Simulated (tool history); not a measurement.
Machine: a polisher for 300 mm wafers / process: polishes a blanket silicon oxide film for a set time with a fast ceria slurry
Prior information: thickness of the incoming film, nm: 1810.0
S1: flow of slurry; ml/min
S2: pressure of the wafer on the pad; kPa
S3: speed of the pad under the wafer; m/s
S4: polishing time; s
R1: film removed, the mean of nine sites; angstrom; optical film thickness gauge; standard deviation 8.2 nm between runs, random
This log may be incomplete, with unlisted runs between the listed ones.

run 1 hour=0.0 | S1=295 S2=16.5 S3=1.20 S4=56 | R1=10355.0
run 2 hour=5.7 | S1=230 S2=16.5 S3=1.20 S4=56 | R1=10077.0
run 3 hour=10.7 | S1=230 S2=14.5 S3=1.20 S4=56 | R1=8932.5
run 4 hour=18.1 | S1=230 S2=13.8 S3=1.20 S4=56 | R1=8645.1
run 5 hour=24.0 | S1=230 S2=13.8 S3=1.48 S4=56 | R1=10474.0
run 6 hour=26.2 | S1=255 S2=13.8 S3=1.48 S4=56 | R1=10581.0
run 7 hour=34.3 | S1=255 S2=12.4 S3=1.48 S4=56 | R1=9935.4
run 8 hour=36.3 | S1=255 S2=11.0 S3=1.48 S4=56 | R1=8898.6

Run 9, settings as shown, results not yet in. Your forecast:
run 9 hour=37.9 | S1=255 S2=8.3 S3=1.48 S4=56 | R1=?

{"run 9": {"R1": 7026.7}}
